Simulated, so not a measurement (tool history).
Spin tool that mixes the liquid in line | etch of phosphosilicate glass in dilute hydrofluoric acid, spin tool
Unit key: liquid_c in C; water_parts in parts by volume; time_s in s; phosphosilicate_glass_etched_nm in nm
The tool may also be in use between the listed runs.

run	hour	liquid_c	water_parts	time_s	phosphosilicate_glass_etched_nm
1	0	24	140	55	44.913
2	1.1	26	130	55	52.62
3	1.9	26	170	55	38.106
4	3.4	26	200	55	31.667
5	10.7	26	200	55	31.372
6	12.8	27.5	170	55	40.482
7	20.8	28.5	145	55	50.9

Expected results for the next run?
8	26.5	29.5	130	55	?

phosphosilicate_glass_etched_nm: 59.812 nm
